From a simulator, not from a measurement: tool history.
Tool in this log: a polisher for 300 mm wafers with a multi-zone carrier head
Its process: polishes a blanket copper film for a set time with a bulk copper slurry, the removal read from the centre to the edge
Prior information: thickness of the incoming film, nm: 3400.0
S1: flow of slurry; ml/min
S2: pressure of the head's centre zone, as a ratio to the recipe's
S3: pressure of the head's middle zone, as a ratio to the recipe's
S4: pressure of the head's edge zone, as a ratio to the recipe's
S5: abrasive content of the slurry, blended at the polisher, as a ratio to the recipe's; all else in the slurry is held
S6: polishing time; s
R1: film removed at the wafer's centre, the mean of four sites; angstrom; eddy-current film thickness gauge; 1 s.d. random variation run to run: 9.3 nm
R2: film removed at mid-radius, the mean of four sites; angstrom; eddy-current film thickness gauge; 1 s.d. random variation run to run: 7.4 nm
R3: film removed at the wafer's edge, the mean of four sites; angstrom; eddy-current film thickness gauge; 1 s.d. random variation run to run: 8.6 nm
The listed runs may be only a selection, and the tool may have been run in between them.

| run | day | S1 | S2 | S3 | S4 | S5 | S6 | R1 | R2 | R3 |
|---|---|---|---|---|---|---|---|---|---|---|
| 1 | 0.000 | 225 | 1.00 | 1.00 | 1.00 | 1.00 | 55 | 6190.5 | 5490.2 | 5694.6 |
| 2 | 0.125 | 230 | 0.99 | 1.03 | 1.03 | 1.10 | 57 | 6554.0 | 5794.7 | 6005.9 |
| 3 | 0.292 | 230 | 1.06 | 1.03 | 1.03 | 1.10 | 57 | 7000.9 | 5853.9 | 5961.1 |
| 4 | 0.621 | 230 | 1.06 | 1.03 | 1.03 | 0.95 | 57 | 6910.0 | 5721.3 | 5872.4 |
| 5 | 0.667 | 230 | 1.06 | 1.03 | 1.03 | 0.95 | 65 | 7731.3 | 6489.0 | 6711.6 |
| 6 | 1.029 | 230 | 1.01 | 1.03 | 1.03 | 0.95 | 65 | 7498.7 | 6536.1 | 6703.4 |
| 7 | 1.229 | 230 | 0.97 | 1.05 | 1.04 | 1.05 | 66 | 7544.0 | 6851.1 | 6964.4 |

Run 8 comes next. What will it give?
| 8 | 1.479 | 235 | 0.94 | 1.07 | 1.06 | 1.15 | 67 | ? | ? | ? |

R1: 7519.0 angstrom
R2: 7184.5 angstrom
R3: 7241.4 angstrom
